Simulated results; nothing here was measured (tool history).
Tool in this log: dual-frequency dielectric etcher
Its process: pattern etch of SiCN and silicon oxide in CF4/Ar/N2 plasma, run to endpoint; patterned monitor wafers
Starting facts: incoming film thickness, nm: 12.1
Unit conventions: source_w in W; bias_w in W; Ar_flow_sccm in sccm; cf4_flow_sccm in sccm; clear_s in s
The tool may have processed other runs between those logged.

run	hour	source_w	bias_w	Ar_flow_sccm	cf4_flow_sccm	clear_s
1	0	370	74	124	53	18.292
2	8	360	74	124	53	18.717
3	11.4	420	74	124	53	16.702
4	14	400	74	124	53	17.498
5	16.2	400	74	143	53	17.822
6	21.6	400	74	160	53	18.138

What will run 7 give?
7	27.1	330	73	160	53	?

Logged for run 7: clear_s 20.906 s.
